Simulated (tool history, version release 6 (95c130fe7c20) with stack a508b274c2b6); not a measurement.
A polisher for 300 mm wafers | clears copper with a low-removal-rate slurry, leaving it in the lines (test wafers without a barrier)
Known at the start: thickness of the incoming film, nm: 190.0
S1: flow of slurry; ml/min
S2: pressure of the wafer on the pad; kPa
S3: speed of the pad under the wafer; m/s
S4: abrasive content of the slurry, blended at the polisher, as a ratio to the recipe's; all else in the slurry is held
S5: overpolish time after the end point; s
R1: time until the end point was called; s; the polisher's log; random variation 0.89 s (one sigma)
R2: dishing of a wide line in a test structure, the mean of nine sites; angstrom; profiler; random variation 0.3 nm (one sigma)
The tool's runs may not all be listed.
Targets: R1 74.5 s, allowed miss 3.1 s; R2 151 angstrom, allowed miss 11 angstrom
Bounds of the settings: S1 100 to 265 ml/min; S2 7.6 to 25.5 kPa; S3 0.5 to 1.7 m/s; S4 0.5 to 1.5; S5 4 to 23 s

run	hour	S1	S2	S3	S4	S5	R1	R2
1	0	170	16.5	1.1	1	12	67.421	194.97
2	6.7	170	16.5	1.3	1	12	57.509	229.89
3	11.6	170	16.5	1.3	1	14	58.016	250.65
4	16	135	16.5	1.3	1	14	61.199	252.23
5	18.5	135	16.5	1.58	1	14	50.696	295.93
6	26.4	135	16.5	1.48	1	14	52.242	271.83
7	28.3	135	14.5	1.48	1	13	59.75	232.13
8	31.3	140	11	1.44	1	9	79.594	129.7
9	38.5	145	11	1.44	1	9	77.522	131.99
10	42.5	145	11	1.44	1	9	78.814	132.14
11	44.4	150	11	1.44	1	9	78.674	130.61
12	52.8	155	11	1.44	1	9	77.74	131.98

4 next moves are on the table. One of them brings every result within its allowed miss. Which?
A	61.2	180	8.3	1.68	0.7	11	?	?
B	61.2	175	9.7	1.64	1.05	10	?	?
C	61.2	265	9.7	1.34	1.25	11	?	?
D	61.2	160	11.7	1.38	0.95	8	?	?

move	R1	R2
A	90.386	135.29
B	74.12	149.38
C	82.58	147.67
D	76.262	119.48
A: further off than the last run
B: meets every target
C: brings the result that was furthest off to its target, and leaves another outside
D: further off than the last run
Answer: B

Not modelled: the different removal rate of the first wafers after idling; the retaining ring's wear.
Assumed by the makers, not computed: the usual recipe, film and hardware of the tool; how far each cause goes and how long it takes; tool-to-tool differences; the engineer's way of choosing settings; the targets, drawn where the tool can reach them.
